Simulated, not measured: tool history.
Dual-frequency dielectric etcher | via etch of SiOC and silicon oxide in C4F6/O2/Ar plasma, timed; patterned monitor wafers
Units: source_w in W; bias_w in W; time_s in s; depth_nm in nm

| run | hour | source_w | bias_w | time_s | depth_nm |
|---|---|---|---|---|---|
| 1 | 0 | 470 | 209 | 31.5 | 40.49 |
| 2 | 5.6 | 520 | 209 | 31.5 | 41.61 |
| 3 | 6.3 | 480 | 201 | 31.5 | 39.786 |
| 4 | 13.9 | 450 | 198 | 31.5 | 38.601 |
| 5 | 15.4 | 450 | 225 | 31.5 | 40.989 |
| 6 | 23 | 420 | 220 | 31.5 | 39.966 |
| 7 | 25.8 | 400 | 214 | 31.5 | 38.637 |

Forecast run 8:
| 8 | 34.7 | 380 | 212 | 31.5 | ? |

Run 8 gave depth_nm 37.555 nm.
